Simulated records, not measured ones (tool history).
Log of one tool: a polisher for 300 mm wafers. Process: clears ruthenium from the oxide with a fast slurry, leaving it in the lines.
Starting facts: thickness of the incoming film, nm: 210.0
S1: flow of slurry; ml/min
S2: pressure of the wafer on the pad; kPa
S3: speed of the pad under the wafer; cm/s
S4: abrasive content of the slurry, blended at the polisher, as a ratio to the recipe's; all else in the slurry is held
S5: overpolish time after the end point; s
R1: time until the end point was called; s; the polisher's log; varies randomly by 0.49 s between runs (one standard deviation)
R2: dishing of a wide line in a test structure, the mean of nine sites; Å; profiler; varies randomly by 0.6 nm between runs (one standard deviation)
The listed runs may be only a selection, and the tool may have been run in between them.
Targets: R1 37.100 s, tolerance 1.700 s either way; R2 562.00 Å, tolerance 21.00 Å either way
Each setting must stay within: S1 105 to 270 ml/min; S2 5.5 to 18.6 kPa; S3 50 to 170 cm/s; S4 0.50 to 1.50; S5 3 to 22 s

run	hour	S1	S2	S3	S4	S5	R1	R2
1	0.0	175	11.7	110	1.00	11	59.099	313.77
2	5.1	175	11.7	110	1.00	9	57.853	265.04
3	14.1	135	11.7	110	1.00	9	59.759	262.30
4	22.6	135	13.1	112	1.00	10	54.390	303.68
5	24.4	135	13.1	112	1.00	6	54.234	195.14
6	32.4	135	12.4	124	1.00	8	51.179	265.97
7	38.4	135	13.1	130	1.00	9	46.951	319.73
8	43.0	135	13.8	134	1.00	10	45.120	368.69
9	47.6	135	14.5	136	1.00	11	43.333	414.27
10	50.9	135	15.2	138	1.00	11	40.428	434.31
11	51.5	135	15.2	138	1.00	11	41.222	437.87
12	57.0	135	15.9	140	1.00	11	38.890	438.53
13	66.0	135	15.9	142	1.00	11	38.320	452.10
14	68.9	135	15.9	144	1.00	11	37.111	466.15
15	72.2	135	15.9	146	1.00	11	37.280	468.54
16	75.5	135	15.9	148	1.00	11	36.228	471.45
17	77.3	130	15.2	150	1.00	12	36.563	500.69
18	85.2	135	15.2	150	1.00	12	37.668	495.87

4 candidate next runs follow, results not yet known. Just one meets every target within its allowed miss. Identify it.
A	93.1	115	13.1	156	1.15	11	?	?
B	93.1	155	15.9	134	1.20	14	?	?
C	93.1	110	11.7	152	1.45	11	?	?
D	93.1	155	14.5	150	1.00	10	?	?

move	R1	R2
A	38.756	443.59
B	37.747	550.05
C	40.042	431.72
D	38.005	416.45
A: the biggest miss grows against the last run
B: every result lands within tolerance
C: the biggest miss grows against the last run
D: the biggest miss grows against the last run
Correct choice: B, which meets every target
